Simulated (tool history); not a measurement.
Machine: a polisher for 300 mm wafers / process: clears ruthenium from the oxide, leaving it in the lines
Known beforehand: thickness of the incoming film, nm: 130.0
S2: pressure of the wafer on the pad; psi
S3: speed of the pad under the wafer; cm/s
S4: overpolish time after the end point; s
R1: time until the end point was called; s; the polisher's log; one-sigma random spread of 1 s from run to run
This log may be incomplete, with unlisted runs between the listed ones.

{"run": 1, "day": 0.0, "flow of slurry (ml/min)": 130, "S2": 2.3, "S3": 102, "S4": 39, "R1": 107.35}
{"run": 2, "day": 0.3, "flow of slurry (ml/min)": 135, "S2": 2.5, "S3": 102, "S4": 39, "R1": 97.609}
{"run": 3, "day": 0.562, "flow of slurry (ml/min)": 140, "S2": 2.6, "S3": 102, "S4": 39, "R1": 93.714}
{"run": 4, "day": 0.929, "flow of slurry (ml/min)": 160, "S2": 2.6, "S3": 102, "S4": 39, "R1": 91.947}
{"run": 5, "day": 1.204, "flow of slurry (ml/min)": 160, "S2": 2.1, "S3": 102, "S4": 39, "R1": 116.35}
{"run": 6, "day": 1.233, "flow of slurry (ml/min)": 160, "S2": 2.1, "S3": 102, "S4": 42, "R1": 115.12}
{"run": 7, "day": 1.442, "flow of slurry (ml/min)": 160, "S2": 2.3, "S3": 102, "S4": 42, "R1": 103.51}
{"run": 8, "day": 1.742, "flow of slurry (ml/min)": 160, "S2": 2.5, "S3": 102, "S4": 42, "R1": 95.567}
{"run": 9, "day": 1.842, "flow of slurry (ml/min)": 160, "S2": 2.6, "S3": 102, "S4": 42, "R1": 92.105}
{"run": 10, "day": 1.875, "flow of slurry (ml/min)": 160, "S2": 2.7, "S3": 102, "S4": 42, "R1": 89.267}

Forecast run 11:
{"run": 11, "day": 2.233, "flow of slurry (ml/min)": 160, "S2": 2.8, "S3": 102, "S4": 42, "R1": "?"}

Run 11 yielded R1 85.103 s.
